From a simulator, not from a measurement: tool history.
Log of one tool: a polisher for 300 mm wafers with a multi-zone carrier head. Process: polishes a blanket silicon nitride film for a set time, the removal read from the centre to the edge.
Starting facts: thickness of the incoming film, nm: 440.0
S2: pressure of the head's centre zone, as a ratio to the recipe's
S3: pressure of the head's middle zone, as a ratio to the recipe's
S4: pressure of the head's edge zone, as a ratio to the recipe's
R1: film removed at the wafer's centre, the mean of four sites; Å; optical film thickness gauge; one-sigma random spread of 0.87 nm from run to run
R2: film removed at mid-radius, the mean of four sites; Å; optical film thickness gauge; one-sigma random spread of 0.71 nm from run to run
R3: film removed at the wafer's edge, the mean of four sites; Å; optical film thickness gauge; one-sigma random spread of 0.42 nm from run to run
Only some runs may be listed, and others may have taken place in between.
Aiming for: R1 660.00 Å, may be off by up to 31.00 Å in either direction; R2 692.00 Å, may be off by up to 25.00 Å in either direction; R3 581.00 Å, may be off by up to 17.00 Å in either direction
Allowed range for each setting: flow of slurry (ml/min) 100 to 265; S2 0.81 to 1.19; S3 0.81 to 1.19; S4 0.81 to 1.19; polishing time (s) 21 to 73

{"run": 1, "hour": 0.0, "flow of slurry (ml/min)": 170, "S2": 1.0, "S3": 1.0, "S4": 1.0, "polishing time (s)": 47, "R1": 1128.9, "R2": 1120.7, "R3": 1135.0}
{"run": 2, "hour": 3.8, "flow of slurry (ml/min)": 170, "S2": 1.09, "S3": 1.0, "S4": 1.0, "polishing time (s)": 47, "R1": 1206.9, "R2": 1127.6, "R3": 1138.2}
{"run": 3, "hour": 8.6, "flow of slurry (ml/min)": 160, "S2": 1.08, "S3": 1.03, "S4": 0.95, "polishing time (s)": 39, "R1": 993.34, "R2": 934.64, "R3": 910.37}
{"run": 4, "hour": 9.5, "flow of slurry (ml/min)": 155, "S2": 1.06, "S3": 1.07, "S4": 0.91, "polishing time (s)": 34, "R1": 837.94, "R2": 828.08, "R3": 772.38}
{"run": 5, "hour": 18.1, "flow of slurry (ml/min)": 150, "S2": 1.06, "S3": 1.1, "S4": 0.88, "polishing time (s)": 32, "R1": 782.05, "R2": 809.49, "R3": 723.38}
{"run": 6, "hour": 20.1, "flow of slurry (ml/min)": 150, "S2": 1.14, "S3": 1.1, "S4": 0.88, "polishing time (s)": 32, "R1": 850.02, "R2": 799.58, "R3": 712.74}
{"run": 7, "hour": 24.2, "flow of slurry (ml/min)": 140, "S2": 1.12, "S3": 1.11, "S4": 0.86, "polishing time (s)": 30, "R1": 742.95, "R2": 751.96, "R3": 653.69}
{"run": 8, "hour": 30.8, "flow of slurry (ml/min)": 130, "S2": 1.13, "S3": 1.11, "S4": 0.84, "polishing time (s)": 30, "R1": 738.74, "R2": 736.26, "R3": 638.46}
{"run": 9, "hour": 38.4, "flow of slurry (ml/min)": 125, "S2": 1.13, "S3": 1.12, "S4": 0.83, "polishing time (s)": 30, "R1": 724.35, "R2": 714.5, "R3": 642.55}
{"run": 10, "hour": 47.0, "flow of slurry (ml/min)": 125, "S2": 1.13, "S3": 1.14, "S4": 0.82, "polishing time (s)": 29, "R1": 711.65, "R2": 707.18, "R3": 602.33}
{"run": 11, "hour": 48.7, "flow of slurry (ml/min)": 120, "S2": 1.12, "S3": 1.15, "S4": 0.82, "polishing time (s)": 29, "R1": 692.7, "R2": 705.1, "R3": 606.97}
{"run": 12, "hour": 54.1, "flow of slurry (ml/min)": 120, "S2": 1.12, "S3": 1.18, "S4": 0.81, "polishing time (s)": 27, "R1": 639.53, "R2": 665.88, "R3": 560.12}

5 candidate next runs follow, results not yet known. Just one meets every target within its allowed miss. Identify it.
{"run": "A", "hour": 59.5, "flow of slurry (ml/min)": 115, "S2": 1.05, "S3": 1.19, "S4": 0.87, "polishing time (s)": 27, "R1": "?", "R2": "?", "R3": "?"}
{"run": "B", "hour": 59.5, "flow of slurry (ml/min)": 100, "S2": 1.07, "S3": 1.02, "S4": 0.91, "polishing time (s)": 29, "R1": "?", "R2": "?", "R3": "?"}
{"run": "C", "hour": 59.5, "flow of slurry (ml/min)": 145, "S2": 1.13, "S3": 1.19, "S4": 0.81, "polishing time (s)": 25, "R1": "?", "R2": "?", "R3": "?"}
{"run": "D", "hour": 59.5, "flow of slurry (ml/min)": 120, "S2": 1.03, "S3": 1.11, "S4": 0.89, "polishing time (s)": 29, "R1": "?", "R2": "?", "R3": "?"}
{"run": "E", "hour": 59.5, "flow of slurry (ml/min)": 125, "S2": 1.08, "S3": 1.16, "S4": 0.81, "polishing time (s)": 28, "R1": "?", "R2": "?", "R3": "?"}

move=A R1=609.77 R2=667.85 R3=564.59
move=B R1=630.79 R2=611.60 R3=601.40
move=C R1=642.55 R2=656.41 R3=528.19
move=D R1=653.43 R2=689.45 R3=618.51
move=E R1=664.82 R2=695.57 R3=576.75
A: corrects the largest miss of the last run, while another result sits out of spec
B: carries the result that was furthest off beyond its target, to the other side
C: misses by more than the last run did
D: carries the result that was furthest off beyond its target, to the other side
E: hits every target within its allowed miss
Go with E: it meets all targets.
